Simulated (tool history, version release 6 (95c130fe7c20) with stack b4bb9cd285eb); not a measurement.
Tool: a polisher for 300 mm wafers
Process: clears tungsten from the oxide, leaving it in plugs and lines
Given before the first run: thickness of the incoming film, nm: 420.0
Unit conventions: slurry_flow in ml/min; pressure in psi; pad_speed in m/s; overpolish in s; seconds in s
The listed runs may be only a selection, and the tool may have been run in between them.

run  hour  slurry_flow  pressure  pad_speed  slurry_solids  overpolish  seconds
  1     0          250       4.4        1.1              1           5   70.196
  2   4.3          250       4.4       1.28              1           5   62.339
  3  13.3          250       4.5       1.28              1           5   60.879
  4  19.8          250       4.5       1.28           1.15           5   59.204
  5  23.1          250       4.5       1.06           1.15           5   68.839
  6  27.1          250       4.5       1.06           1.15           4   69.382
  7  28.1          250       4.7       1.06           1.15           4   66.911
  8  32.9          250       4.9       1.06           1.15           4   62.672
  9  40.2          250         5       1.06           1.15           4   63.281
 10  44.5          250       5.2       1.06           1.15           4   60.186
 11  47.4          250       5.3       1.06           1.15           4   58.052
 12    55          250       5.4       1.06           1.15           4   58.759

Estimate the outcome of run 13 from the log above:
 13  55.6          250       5.4       1.06           1.15           4        ?

seconds: 57.453 s
